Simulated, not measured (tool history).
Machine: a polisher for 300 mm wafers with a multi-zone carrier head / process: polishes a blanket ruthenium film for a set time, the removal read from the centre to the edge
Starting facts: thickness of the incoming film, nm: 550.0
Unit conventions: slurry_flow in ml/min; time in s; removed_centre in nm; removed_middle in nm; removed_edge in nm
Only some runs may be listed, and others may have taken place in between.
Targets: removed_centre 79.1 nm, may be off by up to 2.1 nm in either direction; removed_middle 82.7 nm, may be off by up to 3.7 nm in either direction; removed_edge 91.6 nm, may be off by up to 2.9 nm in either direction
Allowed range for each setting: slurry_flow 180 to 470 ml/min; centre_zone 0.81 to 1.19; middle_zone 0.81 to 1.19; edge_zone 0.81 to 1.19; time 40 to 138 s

Run 1, hour 0: slurry_flow 300 ml/min, centre_zone 1, middle_zone 1, edge_zone 1, time 88 s. Result: removed_centre 93.74 nm, removed_middle 93.809 nm, removed_edge 93.094 nm.
Run 2, hour 1.4: slurry_flow 335 ml/min, centre_zone 1, middle_zone 1, edge_zone 1, time 88 s. Result: removed_centre 94.646 nm, removed_middle 94.269 nm, removed_edge 93.872 nm.
Run 3, hour 8.7: slurry_flow 335 ml/min, centre_zone 1, middle_zone 1.04, edge_zone 1, time 88 s. Result: removed_centre 95.185 nm, removed_middle 98.299 nm, removed_edge 93.989 nm.
Run 4, hour 13.9: slurry_flow 335 ml/min, centre_zone 1, middle_zone 1.04, edge_zone 1, time 73 s. Result: removed_centre 78.9 nm, removed_middle 81.814 nm, removed_edge 76.394 nm.
Run 5, hour 17.4: slurry_flow 335 ml/min, centre_zone 0.99, middle_zone 1.03, edge_zone 1.03, time 74 s. Result: removed_centre 78.689 nm, removed_middle 83.147 nm, removed_edge 81.467 nm.
Run 6, hour 21: slurry_flow 340 ml/min, centre_zone 0.99, middle_zone 1.02, edge_zone 1.05, time 74 s. Result: removed_centre 78.962 nm, removed_middle 81.834 nm, removed_edge 82.607 nm.
Run 7, hour 23.2: slurry_flow 345 ml/min, centre_zone 0.99, middle_zone 1.02, edge_zone 1.07, time 74 s. Result: removed_centre 78.752 nm, removed_middle 80.98 nm, removed_edge 83.412 nm.
Run 8, hour 29.8: slurry_flow 350 ml/min, centre_zone 0.99, middle_zone 1.02, edge_zone 1.09, time 74 s. Result: removed_centre 80.483 nm, removed_middle 82.422 nm, removed_edge 82.185 nm.
Run 9, hour 32.3: slurry_flow 345 ml/min, centre_zone 0.97, middle_zone 1.01, edge_zone 1.1, time 75 s. Result: removed_centre 78.884 nm, removed_middle 82.683 nm, removed_edge 83.936 nm.
Run 10, hour 40.2: slurry_flow 345 ml/min, centre_zone 0.96, middle_zone 1, edge_zone 1.12, time 76 s. Result: removed_centre 78.703 nm, removed_middle 83.343 nm, removed_edge 85.137 nm.

Of the 4 settings listed for the next run, only one would bring every result within its allowed miss of target. Which one?
Run A, hour 48.1: slurry_flow 375 ml/min, centre_zone 0.95, middle_zone 1, edge_zone 1.11, time 76 s. Result: removed_centre ?, removed_middle ?, removed_edge ?.
Run B, hour 48.1: slurry_flow 410 ml/min, centre_zone 0.91, middle_zone 0.91, edge_zone 1.14, time 79 s. Result: removed_centre ?, removed_middle ?, removed_edge ?.
Run C, hour 48.1: slurry_flow 290 ml/min, centre_zone 0.85, middle_zone 0.91, edge_zone 1.14, time 80 s. Result: removed_centre ?, removed_middle ?, removed_edge ?.
Run D, hour 48.1: slurry_flow 295 ml/min, centre_zone 0.94, middle_zone 1.01, edge_zone 1.11, time 83 s. Result: removed_centre ?, removed_middle ?, removed_edge ?.

move  removed_centre  removed_middle  removed_edge
   A          78.102          84.277        84.798
   B           78.12          82.373        89.786
   C          72.253          81.809        89.552
   D          83.114           91.43        91.619
A: the biggest miss grows against the last run
B: meets every target
C: the worst result of the last run now meets its target, but another is out of spec
D: the worst result of the last run now meets its target, but another is out of spec
The move that meets every target is B.

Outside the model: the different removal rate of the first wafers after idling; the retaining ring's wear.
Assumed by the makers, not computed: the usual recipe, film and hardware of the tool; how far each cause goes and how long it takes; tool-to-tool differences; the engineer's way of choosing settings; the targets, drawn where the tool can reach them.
